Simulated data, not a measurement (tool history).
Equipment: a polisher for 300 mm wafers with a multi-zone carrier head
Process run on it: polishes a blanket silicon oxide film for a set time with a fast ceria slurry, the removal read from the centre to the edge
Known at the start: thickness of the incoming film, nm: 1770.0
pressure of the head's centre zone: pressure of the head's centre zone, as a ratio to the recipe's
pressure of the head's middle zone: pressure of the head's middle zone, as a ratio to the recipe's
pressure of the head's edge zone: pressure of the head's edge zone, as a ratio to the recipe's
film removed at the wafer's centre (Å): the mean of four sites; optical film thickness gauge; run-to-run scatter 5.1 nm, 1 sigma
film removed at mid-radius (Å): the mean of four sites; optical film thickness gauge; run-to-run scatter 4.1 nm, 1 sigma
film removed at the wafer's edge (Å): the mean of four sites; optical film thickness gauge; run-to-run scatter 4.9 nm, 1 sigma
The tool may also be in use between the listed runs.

run  hour  flow of slurry (ml/min)  pressure of the head's centre zone  pressure of the head's middle zone  pressure of the head's edge zone  polishing time (s)  film removed at the wafer's centre (Å)  film removed at mid-radius (Å)  film removed at the wafer's edge (Å)
  1   0.0                      245                                1.00                                1.00                              1.00                  45                                  6717.2                          6756.4                                7040.0
  2   8.4                      245                                1.00                                1.00                              0.96                  45                                  6701.2                          6785.8                                6661.1
  3   9.7                      245                                0.93                                1.00                              0.96                  45                                  6390.5                          6768.9                                6615.6
  4  12.7                      280                                0.93                                1.00                              0.96                  45                                  6427.7                          6856.2                                6861.2
  5  14.7                      280                                0.93                                0.93                              0.96                  45                                  6472.2                          6410.7                                6963.2
  6  19.1                      280                                0.89                                0.93                              0.96                  45                                  6245.5                          6391.9                                6795.8
  7  23.3                      270                                0.87                                0.93                              0.96                  43                                  5780.6                          6196.7                                6533.4
  8  31.9                      255                                0.86                                0.92                              0.94                  41                                  5549.0                          5748.1                                6138.8
  9  36.0                      250                                0.85                                0.93                              0.94                  39                                  5132.2                          5555.7                                5754.3

What does the tool deliver on the next run?
 10  39.8                      240                                0.84                                0.93                              0.93                  38                                       ?                               ?                                     ?

Run 10 came out at film removed at the wafer's centre (Å) 4892.4, film removed at mid-radius (Å) 5326.8, film removed at the wafer's edge (Å) 5546.2.
